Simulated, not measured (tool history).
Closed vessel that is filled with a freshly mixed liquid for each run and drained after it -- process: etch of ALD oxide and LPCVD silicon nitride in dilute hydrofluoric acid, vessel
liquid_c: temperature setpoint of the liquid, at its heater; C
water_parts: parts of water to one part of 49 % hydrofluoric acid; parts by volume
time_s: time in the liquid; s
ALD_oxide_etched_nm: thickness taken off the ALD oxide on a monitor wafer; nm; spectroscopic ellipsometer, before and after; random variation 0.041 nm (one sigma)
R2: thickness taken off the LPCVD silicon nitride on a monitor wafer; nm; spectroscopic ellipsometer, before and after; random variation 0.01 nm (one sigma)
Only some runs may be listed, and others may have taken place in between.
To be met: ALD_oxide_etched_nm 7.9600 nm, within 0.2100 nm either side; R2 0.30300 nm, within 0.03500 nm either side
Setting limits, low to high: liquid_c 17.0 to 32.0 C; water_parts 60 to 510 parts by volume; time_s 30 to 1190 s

run 1 day=0.000 | liquid_c=24.0 water_parts=285 time_s=605 | ALD_oxide_etched_nm=22.7590 R2=1.14340
run 2 day=0.358 | liquid_c=23.0 water_parts=310 time_s=595 | ALD_oxide_etched_nm=19.5730 R2=0.96223
run 3 day=0.650 | liquid_c=22.0 water_parts=335 time_s=585 | ALD_oxide_etched_nm=16.8540 R2=0.78982
run 4 day=0.933 | liquid_c=22.0 water_parts=285 time_s=585 | ALD_oxide_etched_nm=20.8490 R2=0.90233
run 5 day=1.254 | liquid_c=22.0 water_parts=195 time_s=585 | ALD_oxide_etched_nm=33.1780 R2=1.38910
run 6 day=1.538 | liquid_c=19.0 water_parts=195 time_s=585 | ALD_oxide_etched_nm=29.5040 R2=1.11730
run 7 day=1.642 | liquid_c=18.5 water_parts=240 time_s=580 | ALD_oxide_etched_nm=22.3500 R2=0.90280
run 8 day=1.812 | liquid_c=17.0 water_parts=350 time_s=470 | ALD_oxide_etched_nm=10.7990 R2=0.46272
run 9 day=2.142 | liquid_c=17.0 water_parts=360 time_s=460 | ALD_oxide_etched_nm=10.0690 R2=0.41520
run 10 day=2.388 | liquid_c=17.0 water_parts=365 time_s=455 | ALD_oxide_etched_nm=9.8617 R2=0.42083
run 11 day=2.575 | liquid_c=17.0 water_parts=370 time_s=450 | ALD_oxide_etched_nm=9.4937 R2=0.43300
run 12 day=2.888 | liquid_c=17.0 water_parts=375 time_s=445 | ALD_oxide_etched_nm=9.3163 R2=0.42591
run 13 day=3.138 | liquid_c=17.0 water_parts=380 time_s=440 | ALD_oxide_etched_nm=9.0296 R2=0.40582
run 14 day=3.217 | liquid_c=17.0 water_parts=385 time_s=435 | ALD_oxide_etched_nm=8.7990 R2=0.39423
run 15 day=3.438 | liquid_c=17.0 water_parts=395 time_s=380 | ALD_oxide_etched_nm=7.3947 R2=0.33363
run 16 day=3.771 | liquid_c=17.0 water_parts=390 time_s=375 | ALD_oxide_etched_nm=7.4100 R2=0.32347
run 17 day=4.121 | liquid_c=17.0 water_parts=385 time_s=370 | ALD_oxide_etched_nm=7.4821 R2=0.32388
run 18 day=4.442 | liquid_c=17.0 water_parts=355 time_s=335 | ALD_oxide_etched_nm=7.4855 R2=0.33766

Pick the move, out of 4, that brings all results within their allowed miss; only one does.
run A day=4.762 | liquid_c=26.0 water_parts=410 time_s=285 | ALD_oxide_etched_nm=? R2=?
run B day=4.762 | liquid_c=23.0 water_parts=480 time_s=360 | ALD_oxide_etched_nm=? R2=?
run C day=4.762 | liquid_c=17.0 water_parts=260 time_s=240 | ALD_oxide_etched_nm=? R2=?
run D day=4.762 | liquid_c=17.0 water_parts=415 time_s=415 | ALD_oxide_etched_nm=? R2=?

move=A ALD_oxide_etched_nm=7.1788 R2=0.42931
move=B ALD_oxide_etched_nm=6.6216 R2=0.38950
move=C ALD_oxide_etched_nm=7.9438 R2=0.32268
move=D ALD_oxide_etched_nm=7.5872 R2=0.35831
A: further off than the last run
B: further off than the last run
C: in spec on every target
D: closer than the last run, but not yet in spec
Move C is the one to make.
